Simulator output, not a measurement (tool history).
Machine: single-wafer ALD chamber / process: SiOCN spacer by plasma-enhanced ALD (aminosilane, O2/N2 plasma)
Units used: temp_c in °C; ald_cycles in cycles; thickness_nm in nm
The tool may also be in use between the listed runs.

{"run": 1, "day": 0.0, "temp_c": 395, "ald_cycles": 100, "thickness_nm": 6.3503}
{"run": 2, "day": 0.246, "temp_c": 395, "ald_cycles": 98, "thickness_nm": 6.2096}
{"run": 3, "day": 0.417, "temp_c": 399, "ald_cycles": 98, "thickness_nm": 6.1972}
{"run": 4, "day": 0.512, "temp_c": 399, "ald_cycles": 96, "thickness_nm": 6.0852}
{"run": 5, "day": 0.821, "temp_c": 399, "ald_cycles": 103, "thickness_nm": 6.5324}
{"run": 6, "day": 0.871, "temp_c": 404, "ald_cycles": 103, "thickness_nm": 6.4492}
{"run": 7, "day": 0.925, "temp_c": 404, "ald_cycles": 100, "thickness_nm": 6.2923}
{"run": 8, "day": 1.254, "temp_c": 404, "ald_cycles": 98, "thickness_nm": 6.1438}

Expected results for the next run?
{"run": 9, "day": 1.562, "temp_c": 404, "ald_cycles": 96, "thickness_nm": "?"}

{"run 9": {"thickness_nm": 6.0465}}
